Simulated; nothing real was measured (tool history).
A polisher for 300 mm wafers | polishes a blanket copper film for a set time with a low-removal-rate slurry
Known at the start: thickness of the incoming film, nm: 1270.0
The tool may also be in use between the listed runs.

run	hour	flow of slurry (ml/min)	pressure of the wafer on the pad (psi)	speed of the pad under the wafer (cm/s)	abrasive content of the slurry	polishing time (s)	film removed (Å)
1	0	160	2	116	1	28	642.88
2	5.3	160	2	100	1	28	585.39
3	11.3	160	2	100	1	26	534.58
4	17.1	160	2.3	102	1	26	603.22
5	23.4	160	1.9	102	1	26	522.75
6	26	160	1.9	102	0.9	26	493.25
# hour 30.5: worn pad replaced by a new one
7	30.5	160	2.2	108	0.9	26	635.02
8	34.5	160	2.4	108	0.9	26	684.41
9	36.7	160	2.6	108	0.9	26	748.98

The next listed run, before its measurement:
10	42	160	2.7	108	0.9	26	?

Run 10 gave film removed (Å) 780.44.
